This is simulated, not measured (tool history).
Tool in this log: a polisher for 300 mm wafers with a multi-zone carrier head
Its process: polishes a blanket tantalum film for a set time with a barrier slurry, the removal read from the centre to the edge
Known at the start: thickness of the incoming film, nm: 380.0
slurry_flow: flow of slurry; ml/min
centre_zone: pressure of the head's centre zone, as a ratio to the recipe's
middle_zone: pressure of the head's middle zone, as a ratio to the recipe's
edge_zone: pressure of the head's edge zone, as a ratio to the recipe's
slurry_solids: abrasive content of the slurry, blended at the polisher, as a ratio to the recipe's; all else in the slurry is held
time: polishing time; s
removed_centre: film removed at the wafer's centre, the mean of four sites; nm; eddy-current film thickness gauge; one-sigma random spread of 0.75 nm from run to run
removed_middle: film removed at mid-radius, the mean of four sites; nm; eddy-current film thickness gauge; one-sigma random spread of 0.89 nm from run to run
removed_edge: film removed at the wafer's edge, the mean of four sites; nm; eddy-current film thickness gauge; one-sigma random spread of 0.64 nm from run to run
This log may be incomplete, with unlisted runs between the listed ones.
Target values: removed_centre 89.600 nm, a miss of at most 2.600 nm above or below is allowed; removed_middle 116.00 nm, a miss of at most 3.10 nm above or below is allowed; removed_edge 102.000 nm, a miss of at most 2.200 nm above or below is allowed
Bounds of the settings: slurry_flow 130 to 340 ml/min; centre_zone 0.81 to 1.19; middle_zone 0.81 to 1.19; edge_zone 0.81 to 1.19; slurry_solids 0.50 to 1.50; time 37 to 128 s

Run 1, hour 0.0: slurry_flow 220 ml/min, centre_zone 1.00, middle_zone 1.00, edge_zone 1.00, slurry_solids 1.00, time 82 s. Result: removed_centre 120.080 nm, removed_middle 125.78 nm, removed_edge 124.740 nm.
Run 2, hour 7.3: slurry_flow 220 ml/min, centre_zone 1.00, middle_zone 1.00, edge_zone 1.00, slurry_solids 1.00, time 102 s. Result: removed_centre 149.320 nm, removed_middle 156.17 nm, removed_edge 157.720 nm.
Run 3, hour 12.0: slurry_flow 220 ml/min, centre_zone 1.05, middle_zone 1.00, edge_zone 1.00, slurry_solids 1.00, time 102 s. Result: removed_centre 158.760 nm, removed_middle 157.71 nm, removed_edge 155.040 nm.
Run 4, hour 17.5: slurry_flow 220 ml/min, centre_zone 1.05, middle_zone 1.00, edge_zone 1.00, slurry_solids 1.00, time 82 s. Result: removed_centre 126.990 nm, removed_middle 126.00 nm, removed_edge 125.510 nm.
Run 5, hour 18.3: slurry_flow 210 ml/min, centre_zone 1.01, middle_zone 1.01, edge_zone 0.97, slurry_solids 0.95, time 82 s. Result: removed_centre 118.410 nm, removed_middle 123.38 nm, removed_edge 120.770 nm.
Run 6, hour 24.3: slurry_flow 210 ml/min, centre_zone 1.01, middle_zone 1.01, edge_zone 0.97, slurry_solids 0.95, time 65 s. Result: removed_centre 93.372 nm, removed_middle 97.32 nm, removed_edge 95.302 nm.
Run 7, hour 25.2: slurry_flow 225 ml/min, centre_zone 0.99, middle_zone 1.04, edge_zone 0.98, slurry_solids 0.95, time 65 s. Result: removed_centre 92.187 nm, removed_middle 103.05 nm, removed_edge 96.203 nm.
Run 8, hour 32.9: slurry_flow 285 ml/min, centre_zone 0.91, middle_zone 1.09, edge_zone 1.05, slurry_solids 0.95, time 65 s. Result: removed_centre 89.125 nm, removed_middle 110.23 nm, removed_edge 101.720 nm.
Run 9, hour 34.1: slurry_flow 290 ml/min, centre_zone 0.91, middle_zone 1.10, edge_zone 1.05, slurry_solids 0.95, time 65 s. Result: removed_centre 90.681 nm, removed_middle 111.30 nm, removed_edge 103.290 nm.
Run 10, hour 40.9: slurry_flow 290 ml/min, centre_zone 0.91, middle_zone 1.11, edge_zone 1.05, slurry_solids 0.95, time 65 s. Result: removed_centre 90.637 nm, removed_middle 111.51 nm, removed_edge 103.920 nm.
Run 11, hour 42.6: slurry_flow 290 ml/min, centre_zone 0.91, middle_zone 1.12, edge_zone 1.04, slurry_solids 0.95, time 65 s. Result: removed_centre 91.082 nm, removed_middle 111.94 nm, removed_edge 102.460 nm.

Of the 4 settings listed for the next run, only one would bring every result within its allowed miss of target. Which one?
Run A, hour 44.3: slurry_flow 285 ml/min, centre_zone 1.01, middle_zone 1.07, edge_zone 1.16, slurry_solids 1.00, time 61 s. Result: removed_centre ?, removed_middle ?, removed_edge ?.
Run B, hour 44.3: slurry_flow 305 ml/min, centre_zone 0.88, middle_zone 1.13, edge_zone 0.98, slurry_solids 0.65, time 79 s. Result: removed_centre ?, removed_middle ?, removed_edge ?.
Run C, hour 44.3: slurry_flow 285 ml/min, centre_zone 0.97, middle_zone 1.11, edge_zone 1.02, slurry_solids 0.80, time 71 s. Result: removed_centre ?, removed_middle ?, removed_edge ?.
Run D, hour 44.3: slurry_flow 285 ml/min, centre_zone 0.96, middle_zone 1.12, edge_zone 1.05, slurry_solids 0.90, time 67 s. Result: removed_centre ?, removed_middle ?, removed_edge ?.

move  removed_centre  removed_middle  removed_edge
   A          95.675          101.58       102.420
   B          90.062          115.06       102.330
   C          98.002          111.84       103.070
   D          96.097          111.67       103.400
A: its largest miss is bigger than the last run's
B: in spec on every target
C: its largest miss is bigger than the last run's
D: its largest miss is bigger than the last run's
Answer: B

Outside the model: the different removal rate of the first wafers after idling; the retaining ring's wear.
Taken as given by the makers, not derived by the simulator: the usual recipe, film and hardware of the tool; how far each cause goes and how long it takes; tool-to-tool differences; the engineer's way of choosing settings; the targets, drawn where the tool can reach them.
